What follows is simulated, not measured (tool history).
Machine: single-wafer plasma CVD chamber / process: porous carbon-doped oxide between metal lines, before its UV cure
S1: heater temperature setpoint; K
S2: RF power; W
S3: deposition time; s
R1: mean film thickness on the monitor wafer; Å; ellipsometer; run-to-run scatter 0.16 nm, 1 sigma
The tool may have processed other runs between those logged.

Run 1, hour 0.0: S1 588.15 K, S2 380 W, S3 18.6 s. Result: R1 817.73 Å.
Run 2, hour 5.1: S1 588.15 K, S2 410 W, S3 18.6 s. Result: R1 884.08 Å.
Run 3, hour 11.1: S1 588.15 K, S2 410 W, S3 18.6 s. Result: R1 880.32 Å.
Run 4, hour 12.6: S1 591.15 K, S2 400 W, S3 18.6 s. Result: R1 845.94 Å.
Run 5, hour 18.3: S1 594.15 K, S2 390 W, S3 18.6 s. Result: R1 813.87 Å.
Run 6, hour 24.7: S1 596.15 K, S2 380 W, S3 18.6 s. Result: R1 781.34 Å.
Run 7, hour 29.5: S1 598.15 K, S2 375 W, S3 18.6 s. Result: R1 762.28 Å.
Run 8, hour 32.6: S1 600.15 K, S2 370 W, S3 18.6 s. Result: R1 744.14 Å.
Run 9, hour 38.0: S1 602.15 K, S2 365 W, S3 18.6 s. Result: R1 726.42 Å.
Run 10, hour 45.3: S1 603.15 K, S2 365 W, S3 18.6 s. Result: R1 721.12 Å.
Run 11, hour 52.0: S1 604.15 K, S2 365 W, S3 18.6 s. Result: R1 720.78 Å.

What does the tool deliver on the next run?
Run 12, hour 56.1: S1 604.15 K, S2 365 W, S3 18.6 s. Result: R1 ?.

Run 12 gave R1 717.27 Å.
